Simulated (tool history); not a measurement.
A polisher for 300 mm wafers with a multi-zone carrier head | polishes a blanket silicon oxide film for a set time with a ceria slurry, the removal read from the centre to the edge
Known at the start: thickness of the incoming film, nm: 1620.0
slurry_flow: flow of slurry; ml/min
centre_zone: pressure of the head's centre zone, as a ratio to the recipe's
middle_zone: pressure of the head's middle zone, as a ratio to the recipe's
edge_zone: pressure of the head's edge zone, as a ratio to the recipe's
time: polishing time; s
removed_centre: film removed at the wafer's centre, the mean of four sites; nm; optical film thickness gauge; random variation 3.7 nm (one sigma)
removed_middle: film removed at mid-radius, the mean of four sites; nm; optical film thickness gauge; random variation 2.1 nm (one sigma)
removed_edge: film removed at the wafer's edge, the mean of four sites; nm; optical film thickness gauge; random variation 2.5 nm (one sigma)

| run | hour | slurry_flow | centre_zone | middle_zone | edge_zone | time | removed_centre | removed_middle | removed_edge |
|---|---|---|---|---|---|---|---|---|---|
| 1 | 0.0 | 175 | 1.00 | 1.00 | 1.00 | 63 | 286.41 | 291.33 | 294.35 |
| 2 | 4.3 | 175 | 1.00 | 1.06 | 1.00 | 63 | 287.83 | 306.12 | 298.59 |
| 3 | 7.4 | 140 | 1.00 | 1.06 | 1.00 | 63 | 278.22 | 287.64 | 289.12 |
| 4 | 13.9 | 140 | 1.00 | 1.13 | 1.00 | 63 | 274.45 | 309.60 | 295.98 |
| 5 | 14.5 | 140 | 1.00 | 1.13 | 0.95 | 63 | 273.79 | 311.08 | 282.00 |
| 6 | 16.6 | 125 | 1.00 | 1.13 | 0.95 | 63 | 262.83 | 302.31 | 275.38 |
| 7 | 22.6 | 120 | 1.01 | 1.07 | 0.96 | 62 | 262.06 | 279.94 | 270.54 |
| 8 | 30.6 | 115 | 1.03 | 1.02 | 0.96 | 61 | 261.43 | 265.03 | 263.94 |
| 9 | 38.8 | 115 | 1.05 | 0.98 | 0.97 | 60 | 267.98 | 249.44 | 258.61 |
| 10 | 47.5 | 115 | 1.05 | 0.95 | 0.97 | 59 | 258.03 | 241.17 | 259.81 |
| 11 | 50.0 | 115 | 1.07 | 0.93 | 0.96 | 58 | 258.78 | 235.10 | 255.88 |
| 12 | 54.8 | 115 | 1.09 | 0.91 | 0.95 | 57 | 257.25 | 222.73 | 244.68 |
|  | 63.1 | worn pad replaced by a new one |
| 13 | 63.1 | 115 | 1.10 | 0.90 | 0.95 | 57 | 283.81 | 240.96 | 270.34 |

Run 14 comes next. What will it give?
| 14 | 68.5 | 115 | 1.10 | 0.88 | 0.93 | 56 | ? | ? | ? |

{"run 14": {"removed_centre": 272.37, "removed_middle": 226.71, "removed_edge": 261.13}}
